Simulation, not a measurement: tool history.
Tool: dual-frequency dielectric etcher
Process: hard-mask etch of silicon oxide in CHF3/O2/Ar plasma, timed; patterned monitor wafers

| run | day | source power (kW) | bias power (kW) | etch time (s) | mean etch depth across the wafer (angstrom) |
|---|---|---|---|---|---|
| 1 | 0.000 | 0.760 | 0.203 | 17.0 | 405.34 |
| 2 | 0.125 | 0.720 | 0.201 | 17.0 | 392.79 |
| 3 | 0.221 | 0.690 | 0.200 | 17.0 | 394.44 |
| 4 | 0.329 | 0.670 | 0.193 | 17.0 | 383.59 |
| 5 | 0.646 | 0.650 | 0.190 | 17.0 | 376.37 |
| 6 | 0.950 | 0.770 | 0.190 | 17.0 | 404.70 |
| 7 | 1.229 | 0.730 | 0.187 | 17.0 | 390.45 |
| 8 | 1.404 | 0.700 | 0.185 | 17.0 | 380.64 |
| 9 | 1.758 | 0.680 | 0.184 | 17.0 | 375.37 |
| 10 | 1.950 | 0.660 | 0.183 | 17.0 | 378.17 |
| 11 | 2.088 | 0.640 | 0.181 | 17.0 | 368.92 |
| 12 | 2.117 | 0.630 | 0.180 | 17.0 | 363.33 |
| 13 | 2.446 | 0.620 | 0.180 | 17.0 | 360.75 |
| 14 | 2.554 | 0.610 | 0.180 | 17.0 | 361.63 |

The next listed run, before its measurement:
| 15 | 2.892 | 0.600 | 0.179 | 17.0 | ? |

{"run 15": {"mean etch depth across the wafer (angstrom)": 356.97}}
